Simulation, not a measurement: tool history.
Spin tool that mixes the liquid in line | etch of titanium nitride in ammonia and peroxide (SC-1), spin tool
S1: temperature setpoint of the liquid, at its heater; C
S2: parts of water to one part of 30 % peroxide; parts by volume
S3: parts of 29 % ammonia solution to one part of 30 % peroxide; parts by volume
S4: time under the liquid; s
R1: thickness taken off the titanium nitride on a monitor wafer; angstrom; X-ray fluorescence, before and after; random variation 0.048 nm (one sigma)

run,hour,S1,S2,S3,S4,R1
1,0.0,51.0,23.5,0.80,270,137.460
2,5.2,47.5,23.5,0.80,270,106.330
3,11.4,47.5,23.5,0.60,270,101.410
4,15.4,45.5,23.5,0.60,270,88.326
5,19.7,45.5,23.5,0.85,270,94.093
6,22.2,44.0,23.5,0.85,270,83.841
7,24.1,43.0,23.5,0.85,270,77.781

The next listed run, before its measurement:
8,28.9,42.0,23.5,0.85,270,?

{"run 8": {"R1": 72.588}}
